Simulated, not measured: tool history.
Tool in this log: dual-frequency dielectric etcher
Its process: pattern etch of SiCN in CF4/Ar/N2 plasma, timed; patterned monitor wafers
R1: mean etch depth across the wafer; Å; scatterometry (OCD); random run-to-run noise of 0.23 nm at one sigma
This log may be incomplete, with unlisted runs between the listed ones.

{"run": 1, "hour": 0.0, "source power (kW)": 0.36, "bias power (kW)": 0.089, "Ar flow (sccm)": 121, "CF4 flow (sccm)": 52, "etch time (s)": 109.0, "R1": 747.16}
{"run": 2, "hour": 5.0, "source power (kW)": 0.37, "bias power (kW)": 0.089, "Ar flow (sccm)": 121, "CF4 flow (sccm)": 52, "etch time (s)": 109.0, "R1": 768.23}
{"run": 3, "hour": 11.7, "source power (kW)": 0.38, "bias power (kW)": 0.089, "Ar flow (sccm)": 121, "CF4 flow (sccm)": 52, "etch time (s)": 109.0, "R1": 787.58}
{"run": 4, "hour": 14.1, "source power (kW)": 0.38, "bias power (kW)": 0.077, "Ar flow (sccm)": 121, "CF4 flow (sccm)": 52, "etch time (s)": 109.0, "R1": 732.83}
{"run": 5, "hour": 18.7, "source power (kW)": 0.4, "bias power (kW)": 0.077, "Ar flow (sccm)": 121, "CF4 flow (sccm)": 52, "etch time (s)": 109.0, "R1": 766.88}
{"run": 6, "hour": 23.0, "source power (kW)": 0.4, "bias power (kW)": 0.077, "Ar flow (sccm)": 134, "CF4 flow (sccm)": 52, "etch time (s)": 109.0, "R1": 747.28}
{"run": 7, "hour": 25.6, "source power (kW)": 0.47, "bias power (kW)": 0.078, "Ar flow (sccm)": 134, "CF4 flow (sccm)": 52, "etch time (s)": 109.0, "R1": 879.55}

Run 8, settings as shown, results not yet in. Your forecast:
{"run": 8, "hour": 32.8, "source power (kW)": 0.49, "bias power (kW)": 0.078, "Ar flow (sccm)": 134, "CF4 flow (sccm)": 52, "etch time (s)": 109.0, "R1": "?"}

{"run 8": {"R1": 919.02}}

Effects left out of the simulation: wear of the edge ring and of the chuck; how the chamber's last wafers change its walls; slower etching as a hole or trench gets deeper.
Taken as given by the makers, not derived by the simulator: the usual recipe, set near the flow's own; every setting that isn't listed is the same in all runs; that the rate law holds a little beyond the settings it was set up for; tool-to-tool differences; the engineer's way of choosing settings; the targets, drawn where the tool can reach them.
